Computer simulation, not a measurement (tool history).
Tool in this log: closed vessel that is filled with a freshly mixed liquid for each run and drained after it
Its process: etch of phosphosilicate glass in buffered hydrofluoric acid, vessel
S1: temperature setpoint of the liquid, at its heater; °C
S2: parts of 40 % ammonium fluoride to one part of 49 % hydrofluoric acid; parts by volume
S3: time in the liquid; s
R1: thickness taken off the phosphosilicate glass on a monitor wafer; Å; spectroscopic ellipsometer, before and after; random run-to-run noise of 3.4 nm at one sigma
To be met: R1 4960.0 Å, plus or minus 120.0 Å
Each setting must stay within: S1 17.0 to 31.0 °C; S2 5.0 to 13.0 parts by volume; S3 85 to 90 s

run  hour    S1   S2  S3      R1
  1   0.0  23.0  8.0  85  6301.0
  2   9.0  22.5  8.0  85  6257.3
  3  15.8  22.5  7.0  85  7112.1
  4  19.6  22.5  7.0  90  7546.9
  5  23.7  22.5  7.0  90  7542.0
  6  25.0  22.5  7.0  85  7083.5
  7  31.9  21.5  7.0  85  6700.5
  8  36.0  21.0  7.0  85  6536.8
  9  42.4  20.5  7.0  85  6373.5
 10  50.4  20.0  7.0  85  6188.8
 11  57.6  19.5  7.0  85  6041.7
 12  61.9  19.0  7.0  85  5869.7
 13  63.1  18.5  7.0  85  5690.4

Exactly one of the 4 candidate moves below puts every result within its allowed miss. Which one?
  A  64.3  17.5  7.5  85   ?
  B  64.3  17.0  7.0  85   ?
  C  64.3  22.0  7.5  90   ?
  D  64.3  18.5  7.5  85   ?

move      R1
   A  5012.1
   B  5248.4
   C  6828.8
   D  5304.5
A: in spec on every target
B: closer than the last run, but not yet in spec
C: the biggest miss grows against the last run
D: closer than the last run, but not yet in spec
A meets every target.
